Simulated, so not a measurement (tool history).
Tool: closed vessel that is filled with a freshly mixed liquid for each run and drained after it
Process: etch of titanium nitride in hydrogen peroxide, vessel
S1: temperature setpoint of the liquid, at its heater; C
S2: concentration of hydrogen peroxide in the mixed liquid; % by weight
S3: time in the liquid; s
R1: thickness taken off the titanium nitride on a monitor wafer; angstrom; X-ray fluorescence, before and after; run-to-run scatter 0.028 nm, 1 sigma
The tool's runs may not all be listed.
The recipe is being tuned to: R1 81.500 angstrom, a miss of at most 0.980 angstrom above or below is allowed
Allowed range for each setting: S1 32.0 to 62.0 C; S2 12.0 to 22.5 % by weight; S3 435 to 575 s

run 1 hour=0.0 | S1=46.0 S2=15.5 S3=575 | R1=124.220
run 2 hour=5.8 | S1=46.0 S2=15.5 S3=575 | R1=125.010
run 3 hour=14.9 | S1=45.0 S2=15.5 S3=575 | R1=116.130
run 4 hour=18.2 | S1=45.0 S2=18.5 S3=575 | R1=120.490
run 5 hour=19.9 | S1=41.5 S2=18.5 S3=575 | R1=92.765
run 6 hour=22.9 | S1=47.5 S2=18.5 S3=575 | R1=144.790
run 7 hour=28.6 | S1=46.5 S2=18.5 S3=575 | R1=134.700
run 8 hour=30.2 | S1=45.5 S2=18.5 S3=575 | R1=124.850
run 9 hour=37.7 | S1=44.5 S2=18.5 S3=575 | R1=116.310
run 10 hour=40.7 | S1=44.0 S2=18.5 S3=575 | R1=112.190
run 11 hour=47.0 | S1=44.0 S2=18.5 S3=575 | R1=112.450
run 12 hour=55.3 | S1=43.5 S2=18.5 S3=575 | R1=108.220
run 13 hour=57.0 | S1=43.5 S2=18.5 S3=575 | R1=107.970
run 14 hour=66.6 | S1=43.0 S2=18.5 S3=575 | R1=103.440
run 15 hour=75.9 | S1=43.0 S2=18.5 S3=575 | R1=103.900
run 16 hour=77.8 | S1=42.5 S2=18.5 S3=575 | R1=100.200

Below are 4 possible settings for the next run. Only one of them brings all results inside the allowed miss of their targets. Which is it?
run A hour=79.7 | S1=41.5 S2=17.5 S3=525 | R1=?
run B hour=79.7 | S1=40.0 S2=22.0 S3=545 | R1=?
run C hour=79.7 | S1=39.0 S2=21.5 S3=575 | R1=?
run D hour=79.7 | S1=40.5 S2=15.5 S3=545 | R1=?

move=A R1=83.766
move=B R1=81.415
move=C R1=79.124
move=D R1=78.516
A: better than the last run, though not everything is in spec
B: every result lands within tolerance
C: the result that was furthest off in the last run now lies on the other side of its target
D: the result that was furthest off in the last run now lies on the other side of its target
The right move is B.
